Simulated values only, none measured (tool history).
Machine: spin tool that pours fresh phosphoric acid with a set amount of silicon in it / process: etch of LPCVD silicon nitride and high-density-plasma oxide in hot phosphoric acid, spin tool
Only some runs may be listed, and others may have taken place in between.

| run | hour | temperature setpoint of the liquid (°C) | silicon dissolved in the acid as it is poured (mg a litre) | time under the liquid (s) | thickness taken off the LPCVD silicon nitride on a monitor wafer (nm) | thickness taken off the high-density-plasma oxide on a monitor wafer (nm) |
|---|---|---|---|---|---|---|
| 1 | 0 | 162 | 18.5 | 180 | 18.992 | 0.25593 |
| 2 | 3.5 | 163.5 | 18.5 | 180 | 19.548 | 0.30258 |
| 3 | 10.5 | 162 | 18.5 | 180 | 18.722 | 0.22959 |
| 4 | 11.7 | 162 | 11.5 | 180 | 18.618 | 0.38196 |
| 5 | 15.3 | 161.5 | 12 | 165 | 16.96 | 0.2665 |
| 6 | 23.1 | 161 | 10.5 | 155 | 15.644 | 0.26203 |
| 7 | 30.1 | 160.5 | 10 | 150 | 14.798 | 0.26277 |
| 8 | 30.7 | 160 | 10.5 | 145 | 14.044 | 0.18528 |

Forecast run 9:
| 9 | 31.6 | 159.5 | 9 | 145 | ? | ? |

thickness taken off the LPCVD silicon nitride on a monitor wafer (nm): 13.924
thickness taken off the high-density-plasma oxide on a monitor wafer (nm): 0.25951

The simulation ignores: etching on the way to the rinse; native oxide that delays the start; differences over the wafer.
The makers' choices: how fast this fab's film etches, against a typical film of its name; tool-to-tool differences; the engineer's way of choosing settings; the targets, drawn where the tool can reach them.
